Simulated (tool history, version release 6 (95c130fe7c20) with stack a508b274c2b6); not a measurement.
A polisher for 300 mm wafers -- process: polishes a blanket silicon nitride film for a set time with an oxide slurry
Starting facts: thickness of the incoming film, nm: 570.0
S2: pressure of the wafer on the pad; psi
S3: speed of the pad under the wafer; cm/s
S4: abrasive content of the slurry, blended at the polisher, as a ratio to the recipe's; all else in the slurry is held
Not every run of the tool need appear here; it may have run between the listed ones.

Run 1, hour 0.0: flow of slurry (ml/min) 145, S2 3.7 psi, S3 100 cm/s, S4 1.0, polishing time (s) 94. Result: film removed (nm) 53.729.
Run 2, hour 1.8: flow of slurry (ml/min) 125, S2 3.7 psi, S3 100 cm/s, S4 1.0, polishing time (s) 94. Result: film removed (nm) 52.154.
Run 3, hour 6.2: flow of slurry (ml/min) 120, S2 3.4 psi, S3 100 cm/s, S4 1.0, polishing time (s) 94. Result: film removed (nm) 47.638.
Run 4, hour 14.1: flow of slurry (ml/min) 120, S2 3.4 psi, S3 100 cm/s, S4 1.0, polishing time (s) 98. Result: film removed (nm) 49.578.
Run 5, hour 18.3: flow of slurry (ml/min) 120, S2 3.4 psi, S3 100 cm/s, S4 1.2, polishing time (s) 98. Result: film removed (nm) 53.716.
Run 6, hour 23.9: flow of slurry (ml/min) 115, S2 3.1 psi, S3 100 cm/s, S4 1.2, polishing time (s) 98. Result: film removed (nm) 49.952.
Run 7, hour 29.3: flow of slurry (ml/min) 110, S2 2.8 psi, S3 100 cm/s, S4 1.2, polishing time (s) 98. Result: film removed (nm) 44.394.
Run 8, hour 38.0: flow of slurry (ml/min) 105, S2 2.6 psi, S3 100 cm/s, S4 1.2, polishing time (s) 98. Result: film removed (nm) 40.899.
Run 9, hour 44.9: flow of slurry (ml/min) 100, S2 2.5 psi, S3 100 cm/s, S4 1.2, polishing time (s) 98. Result: film removed (nm) 39.531.
Run 10, hour 48.7: flow of slurry (ml/min) 100, S2 2.4 psi, S3 100 cm/s, S4 1.2, polishing time (s) 98. Result: film removed (nm) 38.526.
Run 11, hour 56.6: flow of slurry (ml/min) 100, S2 2.3 psi, S3 100 cm/s, S4 1.2, polishing time (s) 98. Result: film removed (nm) 36.442.
Run 12, hour 58.0: flow of slurry (ml/min) 100, S2 2.3 psi, S3 100 cm/s, S4 1.2, polishing time (s) 98. Result: film removed (nm) 37.417.

Predict the results of run 13:
Run 13, hour 60.9: flow of slurry (ml/min) 100, S2 2.2 psi, S3 100 cm/s, S4 1.2, polishing time (s) 98. Result: film removed (nm) ?.

Run 13 yielded film removed (nm) 36.114.
